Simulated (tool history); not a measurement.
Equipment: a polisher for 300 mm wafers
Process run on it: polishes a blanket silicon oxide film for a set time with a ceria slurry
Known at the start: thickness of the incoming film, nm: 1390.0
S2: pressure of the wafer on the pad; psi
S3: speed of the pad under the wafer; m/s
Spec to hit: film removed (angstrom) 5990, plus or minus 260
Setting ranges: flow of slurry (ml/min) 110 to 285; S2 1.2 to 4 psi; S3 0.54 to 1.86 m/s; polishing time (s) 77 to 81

Run 1, hour 0: flow of slurry (ml/min) 180, S2 2.6 psi, S3 1.18 m/s, polishing time (s) 77. Result: film removed (angstrom) 3711.
Run 2, hour 1.6: flow of slurry (ml/min) 180, S2 2.6 psi, S3 1.18 m/s, polishing time (s) 77. Result: film removed (angstrom) 3744.6.
Run 3, hour 9.7: flow of slurry (ml/min) 180, S2 2.8 psi, S3 1.18 m/s, polishing time (s) 77. Result: film removed (angstrom) 3959.
Run 4, hour 13.4: flow of slurry (ml/min) 180, S2 2.8 psi, S3 1 m/s, polishing time (s) 77. Result: film removed (angstrom) 3404.5.
Run 5, hour 18.9: flow of slurry (ml/min) 180, S2 2.3 psi, S3 1 m/s, polishing time (s) 77. Result: film removed (angstrom) 3017.3.
Run 6, hour 25.8: flow of slurry (ml/min) 180, S2 2.3 psi, S3 1 m/s, polishing time (s) 77. Result: film removed (angstrom) 2975.3.
Run 7, hour 31.3: flow of slurry (ml/min) 180, S2 2.6 psi, S3 1.04 m/s, polishing time (s) 77. Result: film removed (angstrom) 3406.4.
Run 8, hour 34.1: flow of slurry (ml/min) 180, S2 2.8 psi, S3 1.08 m/s, polishing time (s) 77. Result: film removed (angstrom) 3702.1.
Run 9, hour 36.4: flow of slurry (ml/min) 180, S2 3 psi, S3 1.1 m/s, polishing time (s) 77. Result: film removed (angstrom) 4002.7.
Run 10, hour 42.9: flow of slurry (ml/min) 180, S2 3.2 psi, S3 1.12 m/s, polishing time (s) 77. Result: film removed (angstrom) 4287.9.
Run 11, hour 50.6: flow of slurry (ml/min) 180, S2 3.3 psi, S3 1.14 m/s, polishing time (s) 77. Result: film removed (angstrom) 4394.
Run 12, hour 56.3: flow of slurry (ml/min) 180, S2 3.4 psi, S3 1.16 m/s, polishing time (s) 77. Result: film removed (angstrom) 4500.2.
Run 13, hour 61.5: flow of slurry (ml/min) 180, S2 3.4 psi, S3 1.16 m/s, polishing time (s) 77. Result: film removed (angstrom) 4416.7.
Run 14, hour 62.9: flow of slurry (ml/min) 180, S2 3.5 psi, S3 1.2 m/s, polishing time (s) 77. Result: film removed (angstrom) 4812.4.
Run 15, hour 66.1: flow of slurry (ml/min) 180, S2 3.6 psi, S3 1.22 m/s, polishing time (s) 77. Result: film removed (angstrom) 4911.9.
Run 16, hour 69.2: flow of slurry (ml/min) 180, S2 3.7 psi, S3 1.24 m/s, polishing time (s) 77. Result: film removed (angstrom) 5057.2.
Run 17, hour 71.3: flow of slurry (ml/min) 180, S2 3.8 psi, S3 1.26 m/s, polishing time (s) 77. Result: film removed (angstrom) 5202.4.
Run 18, hour 75.3: flow of slurry (ml/min) 180, S2 3.8 psi, S3 1.28 m/s, polishing time (s) 77. Result: film removed (angstrom) 5254.3.

Which of these 4 next moves meets every target?
Run A, hour 79.3: flow of slurry (ml/min) 140, S2 3.9 psi, S3 1.5 m/s, polishing time (s) 77. Result: film removed (angstrom) ?.
Run B, hour 79.3: flow of slurry (ml/min) 150, S2 3.6 psi, S3 1.08 m/s, polishing time (s) 81. Result: film removed (angstrom) ?.
Run C, hour 79.3: flow of slurry (ml/min) 170, S2 3.9 psi, S3 1.22 m/s, polishing time (s) 81. Result: film removed (angstrom) ?.
Run D, hour 79.3: flow of slurry (ml/min) 205, S2 3.4 psi, S3 1.42 m/s, polishing time (s) 77. Result: film removed (angstrom) ?.

move  film removed (angstrom)
   A                   6096.6
   B                     4546
   C                   5476.8
   D                   5504.9
A: in spec on every target
B: lands further from the targets than the last run did
C: gains on the last run, yet a result remains outside its allowed miss
D: gains on the last run, yet a result remains outside its allowed miss
Correct choice: A, which meets every target
